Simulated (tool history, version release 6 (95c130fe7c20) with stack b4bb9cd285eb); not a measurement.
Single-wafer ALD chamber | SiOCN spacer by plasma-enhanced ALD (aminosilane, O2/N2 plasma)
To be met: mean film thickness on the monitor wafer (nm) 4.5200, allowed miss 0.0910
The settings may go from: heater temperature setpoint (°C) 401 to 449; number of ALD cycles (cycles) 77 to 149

run,hour,heater temperature setpoint (°C),number of ALD cycles (cycles),mean film thickness on the monitor wafer (nm)
1,0.0,425,113,5.6967
2,4.4,427,109,5.4750
3,11.1,422,109,5.5689
4,15.1,418,109,5.6322
5,23.0,427,109,5.4697
6,28.8,429,106,5.2658
7,32.6,429,106,5.2663
8,37.7,431,104,5.0900

Which of these 4 next moves meets every target?
A,42.8,431,126,?
B,42.8,426,90,?
C,42.8,434,124,?
D,42.8,426,105,?

move,mean film thickness on the monitor wafer (nm)
A,6.1811
B,4.4985
C,6.0140
D,5.2483
A: further off than the last run
B: meets every target
C: further off than the last run
D: further off than the last run
The right move is B.
